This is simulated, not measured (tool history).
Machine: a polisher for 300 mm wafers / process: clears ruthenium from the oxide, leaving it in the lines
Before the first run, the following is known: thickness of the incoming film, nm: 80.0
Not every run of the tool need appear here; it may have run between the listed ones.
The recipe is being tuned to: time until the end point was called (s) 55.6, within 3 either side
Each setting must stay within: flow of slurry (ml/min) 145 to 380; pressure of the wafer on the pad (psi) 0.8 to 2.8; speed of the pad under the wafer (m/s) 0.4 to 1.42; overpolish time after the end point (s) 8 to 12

run  hour  flow of slurry (ml/min)  pressure of the wafer on the pad (psi)  speed of the pad under the wafer (m/s)  overpolish time after the end point (s)  time until the end point was called (s)
  1     0                      245                                     1.8                                     0.9                                       12                                   100.01
  2   2.7                      245                                     1.8                                    1.02                                       12                                   91.029
  3    10                      245                                     1.9                                    1.02                                       12                                   86.676
  4  13.9                      190                                     1.9                                    1.02                                       12                                   89.963
  5  18.6                      230                                     1.9                                    1.02                                       12                                   86.203
  6  20.9                      230                                       2                                    1.02                                       12                                   82.366
  7  28.9                      230                                     2.1                                    1.02                                       12                                   82.047
  8  35.7                      230                                     2.1                                    1.02                                       12                                   78.957
  9    37                      230                                     2.2                                    1.02                                       12                                   76.052
 10  45.8                      230                                     2.3                                    1.02                                       12                                   74.879
 11  52.9                      230                                     2.4                                    1.04                                       12                                   69.089
 12  60.5                      235                                     2.6                                    1.06                                       12                                   65.282

Of the 4 settings listed for the next run, only one would bring every result within its allowed miss of target. Which one?
  A  68.1                      225                                     2.6                                     1.1                                       12                                        ?
  B  68.1                      190                                     2.7                                     1.2                                       11                                        ?
  C  68.1                      255                                     2.7                                    1.04                                        8                                        ?
  D  68.1                      235                                     2.5                                     1.1                                       12                                        ?

move  time until the end point was called (s)
   A                                   61.164
   B                                   55.253
   C                                   61.906
   D                                       63
A: gains on the last run, yet a result remains outside its allowed miss
B: in spec on every target
C: gains on the last run, yet a result remains outside its allowed miss
D: gains on the last run, yet a result remains outside its allowed miss
B is the move that brings every result within its allowed miss.
